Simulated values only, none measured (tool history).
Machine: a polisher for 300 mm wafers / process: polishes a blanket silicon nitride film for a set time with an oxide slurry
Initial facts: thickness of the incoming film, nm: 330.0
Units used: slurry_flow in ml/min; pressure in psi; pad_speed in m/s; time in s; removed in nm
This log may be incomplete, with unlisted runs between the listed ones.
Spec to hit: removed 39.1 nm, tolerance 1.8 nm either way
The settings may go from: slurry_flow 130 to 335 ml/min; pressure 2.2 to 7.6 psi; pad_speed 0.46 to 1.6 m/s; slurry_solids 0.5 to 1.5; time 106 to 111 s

run 1 day=0 | slurry_flow=215 pressure=4.9 pad_speed=1.02 slurry_solids=1 time=106 | removed=108.9
run 2 day=0.312 | slurry_flow=215 pressure=4.6 pad_speed=0.96 slurry_solids=1 time=106 | removed=98.113
run 3 day=0.488 | slurry_flow=215 pressure=4.6 pad_speed=0.96 slurry_solids=1 time=111 | removed=102.13
run 4 day=0.846 | slurry_flow=215 pressure=5.1 pad_speed=0.96 slurry_solids=1 time=111 | removed=115.04
run 5 day=1.133 | slurry_flow=215 pressure=4.8 pad_speed=0.9 slurry_solids=1 time=111 | removed=103.61
run 6 day=1.471 | slurry_flow=240 pressure=4.8 pad_speed=0.9 slurry_solids=1 time=111 | removed=105.67
run 7 day=1.829 | slurry_flow=240 pressure=4.5 pad_speed=0.86 slurry_solids=1 time=111 | removed=92.615
run 8 day=2.075 | slurry_flow=240 pressure=4.3 pad_speed=0.82 slurry_solids=1 time=111 | removed=90.284
run 9 day=2.338 | slurry_flow=240 pressure=4.1 pad_speed=0.78 slurry_solids=0.95 time=110 | removed=79.571
run 10 day=2.458 | slurry_flow=240 pressure=3.9 pad_speed=0.74 slurry_solids=0.95 time=110 | removed=74.482
run 11 day=2.754 | slurry_flow=240 pressure=3.7 pad_speed=0.7 slurry_solids=0.95 time=110 | removed=68.522
run 12 day=3.096 | slurry_flow=240 pressure=3.5 pad_speed=0.68 slurry_solids=0.95 time=110 | removed=61.63
run 13 day=3.408 | slurry_flow=235 pressure=3.4 pad_speed=0.68 slurry_solids=0.95 time=110 | removed=60.919
run 14 day=3.717 | slurry_flow=230 pressure=3.3 pad_speed=0.66 slurry_solids=0.95 time=110 | removed=57.104
run 15 day=3.929 | slurry_flow=225 pressure=3.2 pad_speed=0.66 slurry_solids=0.95 time=110 | removed=55.794
run 16 day=4.092 | slurry_flow=220 pressure=3.1 pad_speed=0.66 slurry_solids=0.95 time=110 | removed=53.671
run 17 day=4.312 | slurry_flow=215 pressure=3 pad_speed=0.66 slurry_solids=0.95 time=110 | removed=52.9
run 18 day=4.633 | slurry_flow=210 pressure=2.9 pad_speed=0.66 slurry_solids=0.95 time=110 | removed=52.242
run 19 day=4.658 | slurry_flow=210 pressure=2.8 pad_speed=0.64 slurry_solids=0.95 time=110 | removed=49.209
run 20 day=4.717 | slurry_flow=210 pressure=2.2 pad_speed=0.52 slurry_solids=0.95 time=110 | removed=34.593
run 21 day=4.875 | slurry_flow=215 pressure=2.2 pad_speed=0.52 slurry_solids=0.95 time=110 | removed=34.83
run 22 day=5.167 | slurry_flow=215 pressure=2.2 pad_speed=0.52 slurry_solids=0.95 time=110 | removed=34.135

Below are 5 possible settings for the next run. Only one of them brings all results inside the allowed miss of their targets. Which is it?
run A day=5.458 | slurry_flow=210 pressure=2.2 pad_speed=0.46 slurry_solids=0.9 time=106 | removed=?
run B day=5.458 | slurry_flow=200 pressure=2.3 pad_speed=0.46 slurry_solids=0.9 time=106 | removed=?
run C day=5.458 | slurry_flow=210 pressure=2.9 pad_speed=0.58 slurry_solids=0.8 time=111 | removed=?
run D day=5.458 | slurry_flow=230 pressure=2.3 pad_speed=0.6 slurry_solids=0.95 time=111 | removed=?
run E day=5.458 | slurry_flow=205 pressure=2.2 pad_speed=0.48 slurry_solids=1 time=106 | removed=?

move=A removed=30.073
move=B removed=31.174
move=C removed=42.725
move=D removed=39.443
move=E removed=32.622
A: moves away from the targets compared with the last run
B: moves away from the targets compared with the last run
C: the result that was furthest off in the last run now lies on the other side of its target
D: every result within its allowed miss
E: moves away from the targets compared with the last run
The move that meets every target is D.
